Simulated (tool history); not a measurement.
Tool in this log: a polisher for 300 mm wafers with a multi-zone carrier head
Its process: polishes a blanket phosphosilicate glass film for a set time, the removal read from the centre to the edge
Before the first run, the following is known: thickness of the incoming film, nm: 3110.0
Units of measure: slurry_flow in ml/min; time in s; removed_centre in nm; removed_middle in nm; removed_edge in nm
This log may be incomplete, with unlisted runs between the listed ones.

| run | hour | slurry_flow | centre_zone | middle_zone | edge_zone | slurry_solids | time | removed_centre | removed_middle | removed_edge |
|---|---|---|---|---|---|---|---|---|---|---|
| 1 | 0 | 190 | 1 | 1 | 1 | 1 | 30 | 215.22 | 214.22 | 210.21 |
| 2 | 5.1 | 185 | 0.99 | 0.97 | 0.97 | 0.9 | 29 | 195.65 | 193.23 | 191.36 |
| 3 | 13.4 | 185 | 1.05 | 0.97 | 0.97 | 0.9 | 29 | 207.98 | 193.17 | 189.38 |
| 4 | 22.3 | 185 | 1.05 | 0.89 | 0.97 | 0.9 | 29 | 208.53 | 181.46 | 191.71 |
| 5 | 27 | 180 | 1.04 | 0.88 | 0.95 | 0.8 | 28 | 190.02 | 163.82 | 175.46 |
| 6 | 35.4 | 180 | 1.04 | 0.88 | 0.95 | 0.7 | 28 | 179.58 | 155.67 | 163.8 |
| 7 | 41.9 | 175 | 1.02 | 0.88 | 0.93 | 0.65 | 27 | 163.73 | 144.97 | 152.07 |
| 8 | 46.4 | 170 | 1.01 | 0.88 | 0.91 | 0.6 | 27 | 154.23 | 136.98 | 142.84 |
| 9 | 51.9 | 165 | 1 | 0.88 | 0.89 | 0.6 | 27 | 153.25 | 137.04 | 140.81 |
| 10 | 54.6 | 160 | 0.99 | 0.87 | 0.88 | 0.6 | 27 | 148.02 | 135.02 | 139.69 |
| 11 | 61.5 | 155 | 0.99 | 0.86 | 0.87 | 0.6 | 27 | 146.12 | 133.38 | 138.68 |

Estimate the outcome of run 12 from the log above:
| 12 | 69.1 | 145 | 0.97 | 0.84 | 0.81 | 0.5 | 25 | ? | ? | ? |

{"run 12": {"removed_centre": 121.45, "removed_middle": 110.8, "removed_edge": 113.74}}
